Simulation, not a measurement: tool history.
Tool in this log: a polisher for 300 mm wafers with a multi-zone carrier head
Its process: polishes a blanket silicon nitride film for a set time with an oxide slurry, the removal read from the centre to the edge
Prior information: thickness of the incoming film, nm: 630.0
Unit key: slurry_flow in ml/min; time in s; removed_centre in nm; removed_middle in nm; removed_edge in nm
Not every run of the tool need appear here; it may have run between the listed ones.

run,hour,slurry_flow,centre_zone,middle_zone,edge_zone,slurry_solids,time,removed_centre,removed_middle,removed_edge
1,0,145,1,1,1,1,64,32.898,34.365,35.26
2,2.3,145,1,1,1,1,77,40.125,41.627,41.876
3,3.1,145,1,1,1,0.85,77,37.107,38.506,40.249
4,5.4,140,1.03,0.98,0.97,0.8,75,36.66,36.456,37.648
5,6.7,135,1.05,0.95,0.96,0.75,73,35.765,33.226,34.985
6,11.5,135,1.11,0.95,0.96,0.75,73,36.903,32.938,35.415
7,14.8,130,1.1,0.93,0.95,0.7,72,35.243,31.231,32.907
8,16.7,125,1.1,0.91,0.96,0.65,72,33.548,29.55,32.561

What does the tool deliver on the next run?
9,22.9,120,1.1,0.89,0.95,0.65,72,?,?,?

{"run 9": {"removed_centre": 33.192, "removed_middle": 29.308, "removed_edge": 32.053}}

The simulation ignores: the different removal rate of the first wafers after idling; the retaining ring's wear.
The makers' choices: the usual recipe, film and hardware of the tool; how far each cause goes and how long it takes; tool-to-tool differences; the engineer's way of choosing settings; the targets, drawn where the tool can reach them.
